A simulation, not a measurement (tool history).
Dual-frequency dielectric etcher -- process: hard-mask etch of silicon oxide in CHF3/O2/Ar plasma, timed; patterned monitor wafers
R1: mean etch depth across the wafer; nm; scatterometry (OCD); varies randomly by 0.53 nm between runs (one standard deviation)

run 1 day=0 | source_power_(W)=830 bias_power_(W)=131 etch_time_(s)=37 | R1=74.014
run 2 day=0.358 | source_power_(W)=870 bias_power_(W)=133 etch_time_(s)=37 | R1=76.04
run 3 day=0.467 | source_power_(W)=900 bias_power_(W)=134 etch_time_(s)=37 | R1=77.582
run 4 day=0.562 | source_power_(W)=930 bias_power_(W)=135 etch_time_(s)=37 | R1=78.902
run 5 day=0.733 | source_power_(W)=950 bias_power_(W)=136 etch_time_(s)=37 | R1=80.219
run 6 day=1.075 | source_power_(W)=950 bias_power_(W)=152 etch_time_(s)=37 | R1=82.592

What will run 7 give?
-- day=1.425 bias power generator calibrated
run 7 day=1.425 | source_power_(W)=960 bias_power_(W)=153 etch_time_(s)=37 | R1=?

{"run 7": {"R1": 84.105}}

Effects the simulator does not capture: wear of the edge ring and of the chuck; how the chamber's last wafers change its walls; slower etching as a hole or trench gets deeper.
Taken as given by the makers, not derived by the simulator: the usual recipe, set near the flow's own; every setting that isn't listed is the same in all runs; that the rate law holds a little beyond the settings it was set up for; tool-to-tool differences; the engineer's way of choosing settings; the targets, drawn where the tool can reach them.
